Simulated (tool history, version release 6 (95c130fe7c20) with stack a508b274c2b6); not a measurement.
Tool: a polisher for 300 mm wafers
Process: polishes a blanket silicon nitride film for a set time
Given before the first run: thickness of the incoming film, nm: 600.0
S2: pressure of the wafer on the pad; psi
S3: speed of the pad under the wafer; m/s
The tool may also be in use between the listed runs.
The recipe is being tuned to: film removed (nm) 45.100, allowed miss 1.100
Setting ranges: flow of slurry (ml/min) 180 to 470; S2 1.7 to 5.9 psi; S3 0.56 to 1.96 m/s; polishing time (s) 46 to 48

Run 1, hour 0.0: flow of slurry (ml/min) 300, S2 3.8 psi, S3 1.26 m/s, polishing time (s) 46. Result: film removed (nm) 97.443.
Run 2, hour 1.9: flow of slurry (ml/min) 295, S2 3.4 psi, S3 1.20 m/s, polishing time (s) 46. Result: film removed (nm) 84.189.
Run 3, hour 4.9: flow of slurry (ml/min) 295, S2 3.4 psi, S3 1.00 m/s, polishing time (s) 46. Result: film removed (nm) 73.480.
Run 4, hour 11.1: flow of slurry (ml/min) 335, S2 3.4 psi, S3 1.00 m/s, polishing time (s) 46. Result: film removed (nm) 74.405.
Run 5, hour 12.9: flow of slurry (ml/min) 335, S2 3.1 psi, S3 0.98 m/s, polishing time (s) 46. Result: film removed (nm) 67.614.
Run 6, hour 17.3: flow of slurry (ml/min) 335, S2 3.1 psi, S3 1.16 m/s, polishing time (s) 46. Result: film removed (nm) 76.080.
Run 7, hour 26.2: flow of slurry (ml/min) 315, S2 2.1 psi, S3 0.88 m/s, polishing time (s) 46. Result: film removed (nm) 43.874.
Run 8, hour 29.8: flow of slurry (ml/min) 320, S2 2.1 psi, S3 0.88 m/s, polishing time (s) 46. Result: film removed (nm) 43.361.
Run 9, hour 30.5: flow of slurry (ml/min) 325, S2 2.1 psi, S3 0.88 m/s, polishing time (s) 46. Result: film removed (nm) 43.742.
Run 10, hour 33.9: flow of slurry (ml/min) 330, S2 2.1 psi, S3 0.88 m/s, polishing time (s) 46. Result: film removed (nm) 42.982.

4 next moves are on the table. One of them brings every result within its allowed miss. Which?
Run A, hour 37.3: flow of slurry (ml/min) 345, S2 2.4 psi, S3 0.72 m/s, polishing time (s) 48. Result: film removed (nm) ?.
Run B, hour 37.3: flow of slurry (ml/min) 305, S2 1.7 psi, S3 1.16 m/s, polishing time (s) 46. Result: film removed (nm) ?.
Run C, hour 37.3: flow of slurry (ml/min) 345, S2 2.7 psi, S3 0.56 m/s, polishing time (s) 46. Result: film removed (nm) ?.
Run D, hour 37.3: flow of slurry (ml/min) 320, S2 2.0 psi, S3 0.90 m/s, polishing time (s) 46. Result: film removed (nm) ?.

move  film removed (nm)
   A             44.973
   B             42.704
   C             40.990
   D             41.865
A: every result lands within tolerance
B: misses by more than the last run did
C: misses by more than the last run did
D: misses by more than the last run did
Correct choice: A, which meets every target
